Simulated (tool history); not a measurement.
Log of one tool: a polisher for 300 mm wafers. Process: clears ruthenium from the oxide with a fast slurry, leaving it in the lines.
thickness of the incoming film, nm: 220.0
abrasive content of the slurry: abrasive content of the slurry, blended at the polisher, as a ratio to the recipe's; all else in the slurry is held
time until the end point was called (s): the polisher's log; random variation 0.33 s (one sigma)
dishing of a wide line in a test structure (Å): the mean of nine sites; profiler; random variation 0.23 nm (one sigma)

run    day  flow of slurry (ml/min)  pressure of the wafer on the pad (kPa)  speed of the pad under the wafer (cm/s)  abrasive content of the slurry  overpolish time after the end point (s)  time until the end point was called (s)  dishing of a wide line in a test structure (Å)
  1  0.000                      270                                    21.4                                       82                             1.0                                       11                                   52.636                                         236.790
  2  0.138                      270                                    21.4                                       82                             1.0                                        8                                   52.697                                         197.230
  3  0.479                      270                                    21.4                                       82                             0.9                                        8                                   55.845                                         189.350
  4  0.692                      280                                    24.8                                       82                             0.8                                        6                                   51.216                                         166.680
  5  0.812                      280                                    24.8                                       82                             0.8                                        3                                   50.462                                          97.510
  6  1.167                      280                                    26.2                                       82                             0.8                                        3                                   48.093                                          99.835
  7  1.346                      290                                    30.3                                       82                             0.8                                        5                                   40.894                                         168.410
  8  1.692                      250                                    29.6                                       84                             0.8                                        4                                   42.542                                         147.080

Run 9 comes next. What will it give?
  9  1.925                      275                                    29.0                                       84                             0.8                                        4                                        ?                                               ?

Run 9 gave time until the end point was called (s) 42.265, dishing of a wide line in a test structure (Å) 143.450.
